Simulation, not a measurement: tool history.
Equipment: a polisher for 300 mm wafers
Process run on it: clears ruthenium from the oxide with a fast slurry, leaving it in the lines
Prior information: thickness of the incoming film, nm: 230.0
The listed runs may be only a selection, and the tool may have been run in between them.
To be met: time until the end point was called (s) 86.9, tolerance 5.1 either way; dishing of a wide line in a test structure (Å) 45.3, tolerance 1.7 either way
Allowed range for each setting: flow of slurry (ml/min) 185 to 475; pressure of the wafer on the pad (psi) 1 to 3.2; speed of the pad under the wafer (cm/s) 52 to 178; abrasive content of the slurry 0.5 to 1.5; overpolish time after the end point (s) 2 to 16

run,hour,flow of slurry (ml/min),pressure of the wafer on the pad (psi),speed of the pad under the wafer (cm/s),abrasive content of the slurry,overpolish time after the end point (s),time until the end point was called (s),dishing of a wide line in a test structure (Å)
1,0,305,2.1,114,1,8,78.798,146.68
2,7.5,305,2.1,114,1,5,75.922,105.15
3,10.6,240,2.1,114,1,5,80.051,102.76
4,13.6,240,2.1,114,1,7,80.999,132.55
5,16.2,240,2.3,114,1,7,74.59,140.43
6,24.6,285,2.1,114,1,6,79.131,122.69
7,26.9,370,1.5,94,1,2,119.82,33.213
8,30.2,380,1.6,94,1.05,2,113.01,35.596
9,37.7,380,1.6,94,1.05,2,114.54,35.447
10,41.8,390,1.7,94,1.1,2,109.09,37.264
11,46.6,400,1.8,96,1.1,2,96.47,39.842
12,53.2,395,1.9,96,1.15,2,92.805,42.806

Below are 5 possible settings for the next run. Only one of them brings all results inside the allowed miss of their targets. Which is it?
A,59.8,430,1.8,86,1.2,2,?,?
B,59.8,370,2.5,78,1.35,2,?,?
C,59.8,400,2.2,86,1,2,?,?
D,59.8,315,2,88,1.25,2,?,?
E,59.8,430,1.8,90,1.25,2,?,?

move,time until the end point was called (s),dishing of a wide line in a test structure (Å)
A,103.87,37.529
B,84.405,45.372
C,94.566,40.911
D,94.047,41.117
E,98.037,39.58
A: lands further from the targets than the last run did
B: every result within its allowed miss
C: lands further from the targets than the last run did
D: lands further from the targets than the last run did
E: lands further from the targets than the last run did
Correct choice: B, which meets every target

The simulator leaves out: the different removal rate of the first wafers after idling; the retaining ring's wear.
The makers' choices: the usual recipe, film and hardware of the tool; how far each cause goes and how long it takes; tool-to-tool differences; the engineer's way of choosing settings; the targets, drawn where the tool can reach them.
